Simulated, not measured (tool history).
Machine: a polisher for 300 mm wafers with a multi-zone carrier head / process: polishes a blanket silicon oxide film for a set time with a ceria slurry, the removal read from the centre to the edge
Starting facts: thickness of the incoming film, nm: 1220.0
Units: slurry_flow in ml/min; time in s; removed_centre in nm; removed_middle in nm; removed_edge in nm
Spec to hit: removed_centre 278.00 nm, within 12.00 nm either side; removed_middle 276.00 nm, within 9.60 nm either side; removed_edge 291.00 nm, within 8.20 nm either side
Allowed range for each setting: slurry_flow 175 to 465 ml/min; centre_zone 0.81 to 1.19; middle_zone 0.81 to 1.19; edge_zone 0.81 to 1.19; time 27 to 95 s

Run 1, hour 0.0: slurry_flow 295 ml/min, centre_zone 1.00, middle_zone 1.00, edge_zone 1.00, time 61 s. Result: removed_centre 349.80 nm, removed_middle 350.58 nm, removed_edge 342.73 nm.
Run 2, hour 4.2: slurry_flow 295 ml/min, centre_zone 1.00, middle_zone 1.00, edge_zone 1.03, time 61 s. Result: removed_centre 353.76 nm, removed_middle 350.38 nm, removed_edge 350.65 nm.
Run 3, hour 7.0: slurry_flow 290 ml/min, centre_zone 0.98, middle_zone 0.97, edge_zone 1.00, time 60 s. Result: removed_centre 340.75 nm, removed_middle 336.88 nm, removed_edge 340.27 nm.
Run 4, hour 11.0: slurry_flow 285 ml/min, centre_zone 0.96, middle_zone 0.95, edge_zone 0.98, time 58 s. Result: removed_centre 310.07 nm, removed_middle 320.42 nm, removed_edge 317.41 nm.
Run 5, hour 14.4: slurry_flow 285 ml/min, centre_zone 0.96, middle_zone 0.95, edge_zone 0.98, time 44 s. Result: removed_centre 244.20 nm, removed_middle 244.18 nm, removed_edge 242.50 nm.
Run 6, hour 16.3: slurry_flow 290 ml/min, centre_zone 0.96, middle_zone 0.97, edge_zone 1.02, time 45 s. Result: removed_centre 245.30 nm, removed_middle 251.66 nm, removed_edge 251.78 nm.
Run 7, hour 20.8: slurry_flow 295 ml/min, centre_zone 0.97, middle_zone 0.98, edge_zone 1.05, time 46 s. Result: removed_centre 254.31 nm, removed_middle 267.34 nm, removed_edge 263.68 nm.
Run 8, hour 22.7: slurry_flow 300 ml/min, centre_zone 0.98, middle_zone 0.97, edge_zone 1.07, time 46 s. Result: removed_centre 260.69 nm, removed_middle 256.99 nm, removed_edge 269.40 nm.
Run 9, hour 25.8: slurry_flow 335 ml/min, centre_zone 0.99, middle_zone 1.03, edge_zone 1.13, time 49 s. Result: removed_centre 281.94 nm, removed_middle 287.78 nm, removed_edge 293.17 nm.

Which single option among these 4 for the next run brings every result within its allowed miss of target? Just one does.
Run A, hour 28.9: slurry_flow 310 ml/min, centre_zone 0.95, middle_zone 0.95, edge_zone 1.16, time 45 s. Result: removed_centre ?, removed_middle ?, removed_edge ?.
Run B, hour 28.9: slurry_flow 365 ml/min, centre_zone 0.96, middle_zone 0.96, edge_zone 1.18, time 44 s. Result: removed_centre ?, removed_middle ?, removed_edge ?.
Run C, hour 28.9: slurry_flow 330 ml/min, centre_zone 1.03, middle_zone 1.10, edge_zone 1.19, time 50 s. Result: removed_centre ?, removed_middle ?, removed_edge ?.
Run D, hour 28.9: slurry_flow 220 ml/min, centre_zone 1.00, middle_zone 0.99, edge_zone 1.11, time 50 s. Result: removed_centre ?, removed_middle ?, removed_edge ?.

move  removed_centre  removed_middle  removed_edge
   A          246.19          248.86        271.46
   B          246.83          248.84        270.70
   C          295.42          311.33        306.36
   D          273.52          274.16        286.19
A: takes the biggest miss from the last run beyond its target
B: takes the biggest miss from the last run beyond its target
C: misses by more than the last run did
D: every result within its allowed miss
Answer: D
